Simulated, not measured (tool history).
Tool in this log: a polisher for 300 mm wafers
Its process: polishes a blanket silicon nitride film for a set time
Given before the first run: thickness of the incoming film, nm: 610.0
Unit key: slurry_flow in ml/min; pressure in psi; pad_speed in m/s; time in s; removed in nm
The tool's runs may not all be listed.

run,hour,slurry_flow,pressure,pad_speed,time,removed
1,0.0,255,4.1,1.42,108,298.36
2,1.4,255,3.3,1.42,108,238.52
3,3.5,220,2.8,1.16,108,172.10
4,12.5,200,2.5,0.98,108,134.26
5,17.9,200,2.5,1.30,108,167.86
6,21.2,190,2.3,1.10,108,132.48
7,22.0,180,2.2,1.00,108,117.01

For run 8, what comes out?
8,26.5,175,2.1,0.96,108,?

Run 8 came out at removed 108.63 nm.

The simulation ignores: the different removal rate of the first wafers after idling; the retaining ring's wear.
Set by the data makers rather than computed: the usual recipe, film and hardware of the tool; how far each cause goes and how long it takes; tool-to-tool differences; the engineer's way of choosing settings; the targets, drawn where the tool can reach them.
